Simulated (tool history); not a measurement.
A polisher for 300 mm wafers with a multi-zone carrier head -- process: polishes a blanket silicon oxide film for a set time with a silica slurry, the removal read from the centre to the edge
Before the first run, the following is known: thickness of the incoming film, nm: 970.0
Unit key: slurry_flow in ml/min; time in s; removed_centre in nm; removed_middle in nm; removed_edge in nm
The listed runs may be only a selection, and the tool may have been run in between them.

run	hour	slurry_flow	centre_zone	middle_zone	edge_zone	slurry_solids	time	removed_centre	removed_middle	removed_edge
1	0.0	290	1.00	1.00	1.00	1.0	35	95.899	97.085	100.450
2	7.4	290	0.92	1.00	1.00	1.0	35	86.635	94.232	100.910
3	9.8	290	0.92	1.00	1.00	1.0	31	77.409	85.618	88.722
4	11.7	290	0.92	1.00	1.00	1.0	28	70.563	77.301	79.174
5	20.6	300	0.97	0.96	1.00	1.0	28	72.981	74.049	80.979
6	27.4	300	1.03	0.95	0.99	1.0	28	79.394	72.181	79.286

Predict the results of run 7:
7	32.4	305	1.05	0.95	0.99	1.0	28	?	?	?

{"run 7": {"removed_centre": 78.948, "removed_middle": 74.771, "removed_edge": 79.64}}
